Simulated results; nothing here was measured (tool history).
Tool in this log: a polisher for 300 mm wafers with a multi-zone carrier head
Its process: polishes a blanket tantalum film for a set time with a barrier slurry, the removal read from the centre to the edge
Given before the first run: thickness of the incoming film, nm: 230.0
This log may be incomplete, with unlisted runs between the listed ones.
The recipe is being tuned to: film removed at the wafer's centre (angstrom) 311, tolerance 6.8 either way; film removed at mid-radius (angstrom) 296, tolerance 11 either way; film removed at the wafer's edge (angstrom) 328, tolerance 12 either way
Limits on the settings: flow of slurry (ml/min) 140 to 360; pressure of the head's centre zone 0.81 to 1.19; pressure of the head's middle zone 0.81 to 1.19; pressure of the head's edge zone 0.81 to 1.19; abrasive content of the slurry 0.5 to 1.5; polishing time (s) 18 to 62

run  hour  flow of slurry (ml/min)  pressure of the head's centre zone  pressure of the head's middle zone  pressure of the head's edge zone  abrasive content of the slurry  polishing time (s)  film removed at the wafer's centre (angstrom)  film removed at mid-radius (angstrom)  film removed at the wafer's edge (angstrom)
  1     0                      230                                   1                                   1                                 1                               1                  40                                         485.14                                 498.65                                       474.66
  2   7.5                      220                                0.98                                0.96                              0.99                             0.9                  38                                         434.96                                 426.15                                          430
  3   9.7                      210                                0.95                                0.94                              0.96                             0.8                  38                                         397.54                                 408.12                                       402.59
  4  12.1                      260                                0.95                                0.94                              0.96                             0.8                  38                                          411.4                                 405.44                                       411.42
  5    14                      270                                0.93                                0.91                              0.94                            0.75                  37                                          375.5                                 370.55                                       386.71
  6  19.1                      270                                0.93                                0.91                              0.98                            0.75                  37                                         374.81                                 382.47                                       398.36
  7  27.7                      275                                0.91                                0.89                              0.95                             0.7                  37                                         357.47                                 362.09                                        377.9
  8  28.8                      295                                 0.9                                0.87                              0.93                            0.65                  37                                         344.34                                    342                                       352.71
  9    36                      305                                 0.9                                0.86                              0.94                             0.6                  37                                         325.59                                 317.21                                       348.68
 10  41.3                      305                                 0.9                                0.85                              0.93                             0.6                  37                                          321.6                                 316.77                                        342.7
 11  48.3                      305                                 0.9                                0.84                              0.93                             0.6                  37                                         324.91                                 320.95                                       337.46
 12  53.3                      315                                 0.9                                0.83                              0.94                             0.6                  37                                         325.49                                 309.41                                       347.29
 13  59.8                      315                                 0.9                                0.83                              0.93                             0.6                  37                                         325.09                                 311.38                                       341.27
 14  67.9                      320                                 0.9                                0.83                              0.93                             0.6                  37                                         324.31                                 314.39                                       339.19

Of the 5 settings listed for the next run, only one would bring every result within its allowed miss of target. Which one?
  A    76                      220                                0.92                                0.87                              1.06                             0.5                  38                                              ?                                      ?                                            ?
  B    76                      285                                0.86                                0.81                              1.09                            0.55                  39                                              ?                                      ?                                            ?
  C    76                      355                                0.87                                0.81                              1.07                            0.65                  34                                              ?                                      ?                                            ?
  D    76                      335                                0.91                                0.83                              0.95                            0.55                  37                                              ?                                      ?                                            ?
  E    76                      295                                0.98                                0.83                              0.95                             0.6                  35                                              ?                                      ?                                            ?

move  film removed at the wafer's centre (angstrom)  film removed at mid-radius (angstrom)  film removed at the wafer's edge (angstrom)
   A                                         290.24                                 283.68                                        322.1
   B                                          305.7                                 301.21                                       365.58
   C                                         305.47                                 297.02                                       356.26
   D                                         310.97                                 294.84                                       329.83
   E                                         332.95                                 293.11                                       328.71
A: takes the biggest miss from the last run beyond its target
B: brings the result that was furthest off to its target, and leaves another outside
C: brings the result that was furthest off to its target, and leaves another outside
D: every result within its allowed miss
E: further off than the last run
The right move is D.
